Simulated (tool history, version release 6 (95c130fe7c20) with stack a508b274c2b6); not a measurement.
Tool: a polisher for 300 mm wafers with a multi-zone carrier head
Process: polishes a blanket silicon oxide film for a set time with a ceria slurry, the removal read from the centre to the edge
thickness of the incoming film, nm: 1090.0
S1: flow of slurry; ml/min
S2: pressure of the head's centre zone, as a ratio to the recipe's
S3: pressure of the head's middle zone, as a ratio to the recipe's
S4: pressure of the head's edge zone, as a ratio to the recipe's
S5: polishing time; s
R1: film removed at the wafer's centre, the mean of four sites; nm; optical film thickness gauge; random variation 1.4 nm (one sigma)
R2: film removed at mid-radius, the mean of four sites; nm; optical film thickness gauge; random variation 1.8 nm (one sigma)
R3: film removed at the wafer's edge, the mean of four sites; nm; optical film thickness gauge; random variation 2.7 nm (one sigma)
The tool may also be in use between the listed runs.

run  hour   S1    S2    S3    S4  S5      R1      R2      R3
  1   0.0  290  1.00  1.00  1.00  63  316.26  315.02  307.04
  2   1.8  285  0.97  0.99  0.97  61  295.48  302.50  299.78
  3   8.6  290  0.96  1.00  0.96  58  279.98  291.13  274.14
  4  13.1  290  1.01  1.00  0.96  58  294.79  285.10  287.27
  5  13.9  300  0.98  0.99  0.94  56  279.61  278.35  270.71
  6  18.2  235  0.98  0.99  0.94  56  270.62  271.51  265.51
  7  20.6  235  0.96  0.98  0.92  55  263.46  264.86  255.38
  8  26.8  230  0.93  0.97  0.92  54  248.22  255.48  253.47
  9  33.8  230  0.92  0.97  0.90  53  240.18  253.26  243.06
 10  40.3  225  0.91  0.96  0.89  53  235.41  250.67  244.28
 11  44.9  225  0.91  0.96  0.89  53  236.91  251.18  240.84

Forecast run 12:
 12  45.9  205  0.84  0.94  0.81  51   ?   ?   ?

{"run 12": {"R1": 209.69, "R2": 234.84, "R3": 221.17}}

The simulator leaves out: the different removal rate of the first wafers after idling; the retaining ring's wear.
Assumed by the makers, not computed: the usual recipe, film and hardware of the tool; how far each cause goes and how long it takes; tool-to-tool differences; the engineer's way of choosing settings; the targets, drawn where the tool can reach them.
